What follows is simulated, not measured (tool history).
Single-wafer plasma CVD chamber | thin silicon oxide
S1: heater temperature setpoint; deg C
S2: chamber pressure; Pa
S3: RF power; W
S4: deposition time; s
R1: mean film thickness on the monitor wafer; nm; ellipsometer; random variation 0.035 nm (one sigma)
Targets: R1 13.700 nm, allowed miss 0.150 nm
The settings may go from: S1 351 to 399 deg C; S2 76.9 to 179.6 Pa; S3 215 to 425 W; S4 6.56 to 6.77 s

run	hour	S1	S2	S3	S4	R1
1	0.0	375	128.3	320	6.56	14.509
2	4.7	375	147.5	320	6.56	15.749
3	8.2	369	147.5	320	6.56	15.795
4	15.0	369	147.5	320	6.77	16.228
5	18.8	375	147.5	320	6.77	16.237
6	24.5	375	141.3	320	6.77	15.882
7	27.4	375	136.0	320	6.77	15.492
8	32.9	375	131.6	320	6.77	15.270
9	37.5	375	127.5	320	6.77	15.000
10	38.9	375	124.0	320	6.77	14.694
11	41.1	375	121.5	320	6.77	14.462
12	45.0	375	121.5	320	6.77	14.511

4 next moves are on the table. One of them brings every result within its allowed miss. Which?
A	48.9	377	112.7	315	6.59	?
B	48.9	372	123.2	275	6.77	?
C	48.9	377	108.0	340	6.77	?
D	48.9	378	124.4	295	6.62	?

move	R1
A	13.350
B	13.973
C	13.670
D	14.007
A: takes the result that was furthest off past its target
B: nearer than the last run, and not there yet
C: meets every target
D: nearer than the last run, and not there yet
Move C is the one to make.

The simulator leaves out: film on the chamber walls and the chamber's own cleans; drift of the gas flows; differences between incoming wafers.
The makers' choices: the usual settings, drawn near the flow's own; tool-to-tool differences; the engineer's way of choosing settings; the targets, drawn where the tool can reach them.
